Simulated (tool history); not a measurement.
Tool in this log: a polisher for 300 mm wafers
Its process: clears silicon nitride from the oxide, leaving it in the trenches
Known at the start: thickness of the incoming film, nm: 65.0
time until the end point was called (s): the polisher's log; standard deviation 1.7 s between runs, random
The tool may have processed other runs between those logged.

run	hour	flow of slurry (ml/min)	pressure of the wafer on the pad (psi)	speed of the pad under the wafer (cm/s)	overpolish time after the end point (s)	time until the end point was called (s)
1	0	140	1.8	120	9	100.26
2	9	140	1.8	100	9	122.35
3	10.1	135	1.6	100	9	135.45
4	16.4	160	1.6	100	9	131.2
5	20	160	1.3	100	9	161.92
6	27.9	160	1.6	100	9	134.8
7	36.6	160	1.5	100	9	141.85
8	40.3	155	1.4	100	9	150.82

What will run 9 give?
9	47.7	155	1.3	100	9	?

{"run 9": {"time until the end point was called (s)": 163.91}}

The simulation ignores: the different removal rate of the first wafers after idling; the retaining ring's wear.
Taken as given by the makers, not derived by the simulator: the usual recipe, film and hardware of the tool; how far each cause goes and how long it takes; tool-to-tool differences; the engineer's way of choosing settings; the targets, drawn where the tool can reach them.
